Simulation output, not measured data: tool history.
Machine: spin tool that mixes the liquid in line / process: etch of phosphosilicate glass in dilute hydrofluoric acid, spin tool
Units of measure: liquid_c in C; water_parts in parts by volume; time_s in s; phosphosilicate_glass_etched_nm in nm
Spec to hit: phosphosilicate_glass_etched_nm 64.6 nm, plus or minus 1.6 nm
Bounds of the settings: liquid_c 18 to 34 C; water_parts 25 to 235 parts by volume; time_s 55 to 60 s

run,hour,liquid_c,water_parts,time_s,phosphosilicate_glass_etched_nm
1,0,26,130,55,47.892
2,1.1,27.5,130,55,50.675
3,9.3,31,130,55,57.851
4,15.6,31.5,130,55,57.729
5,22.1,32,130,55,60.019
6,29.7,32,90,55,92.706
7,31.7,30.5,90,55,86.346
8,38.1,29,90,55,81.508
9,41.9,28,90,55,77.537
10,47.8,27,90,55,75.582
11,56.5,26.5,90,55,73.049

Which single option among these 5 for the next run brings every result within its allowed miss of target? Just one does.
A,65.2,25,100,60,?
B,65.2,23.5,95,55,?
C,65.2,29,110,55,?
D,65.2,21,90,55,?
E,65.2,26,100,60,?

move,phosphosilicate_glass_etched_nm
A,67.787
B,62.02
C,65.009
D,59.521
E,70.488
A: nearer the targets than the last run, but a result is still out of spec
B: takes the biggest miss from the last run beyond its target
C: every result lands within tolerance
D: takes the biggest miss from the last run beyond its target
E: nearer the targets than the last run, but a result is still out of spec
The right move is C.

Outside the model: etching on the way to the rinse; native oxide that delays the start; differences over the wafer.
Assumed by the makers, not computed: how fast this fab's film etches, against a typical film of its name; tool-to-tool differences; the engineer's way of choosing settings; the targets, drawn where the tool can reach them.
